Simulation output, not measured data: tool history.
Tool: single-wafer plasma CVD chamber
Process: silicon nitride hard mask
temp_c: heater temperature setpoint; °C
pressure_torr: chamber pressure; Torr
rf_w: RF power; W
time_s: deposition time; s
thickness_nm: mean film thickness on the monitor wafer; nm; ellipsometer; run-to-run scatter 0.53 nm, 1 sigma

run  hour  temp_c  pressure_torr  rf_w  time_s  thickness_nm
  1   0.0     415           1.30   290    76.2        80.354
  2   4.4     415           1.43   290    76.2        83.292
  3   7.9     406           1.43   290    76.2        83.678
  4   8.8     406           1.24   290    76.2        79.851
  5  12.3     406           1.24   270    76.2        76.048
  6  15.8     406           1.34   280    76.3        80.182
  7  17.8     406           1.42   285    76.4        83.548
  8  25.6     406           1.49   285    76.4        84.689
     34.5  -- thermocouple changed; heater temperature recalibrated
  9  34.5     406           1.55   290    76.4        85.911

What will run 10 give?
 10  37.6     406           1.59   295    76.5             ?

Run 10 gave thickness_nm 88.723 nm.

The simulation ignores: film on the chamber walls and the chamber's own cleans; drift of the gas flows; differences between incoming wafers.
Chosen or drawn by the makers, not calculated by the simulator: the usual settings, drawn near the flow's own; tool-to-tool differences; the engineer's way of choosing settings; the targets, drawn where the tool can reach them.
